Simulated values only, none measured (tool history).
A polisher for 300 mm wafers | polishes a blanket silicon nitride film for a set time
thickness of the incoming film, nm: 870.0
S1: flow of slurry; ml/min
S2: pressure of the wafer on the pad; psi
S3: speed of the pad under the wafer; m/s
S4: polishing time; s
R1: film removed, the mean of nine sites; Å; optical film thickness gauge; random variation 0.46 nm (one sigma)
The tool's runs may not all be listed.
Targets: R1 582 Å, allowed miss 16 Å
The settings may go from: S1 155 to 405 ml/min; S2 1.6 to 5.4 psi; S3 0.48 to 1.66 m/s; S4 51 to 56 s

run  hour   S1   S2    S3  S4      R1
  1     0  260  3.5  1.06  56  955.01
  2   8.8  260  2.7  1.06  56  744.48
  3  12.7  260  2.7   0.9  56  647.43
  4  17.5  260  2.7  0.66  56  512.14
  5  21.8  260  2.8  0.66  56  532.65
  6  29.6  260  2.5  0.66  56  477.74
  7  38.6  260  2.6  0.66  56  494.39
  8  47.3  260  2.7  0.66  56  517.24
  9  49.1  260  2.8  0.66  56  528.95
 10  54.6  260  2.8  0.66  56  529.78
 11  63.2  275  3.2  0.66  56   607.5
 12    68  275  3.2  0.66  56  603.97

5 next moves are on the table. One of them brings every result within its allowed miss. Which?
  A  72.8  325    4   0.5  56   ?
  B  72.8  265  3.8  0.58  55   ?
  C  72.8  160  3.4  0.64  56   ?
  D  72.8  275  2.9  0.86  52   ?
  E  72.8  240  3.5  0.68  52   ?

move      R1
   A  620.64
   B  638.86
   C  584.22
   D  637.86
   E  625.08
A: further off than the last run
B: further off than the last run
C: meets every target
D: further off than the last run
E: further off than the last run
The right move is C.
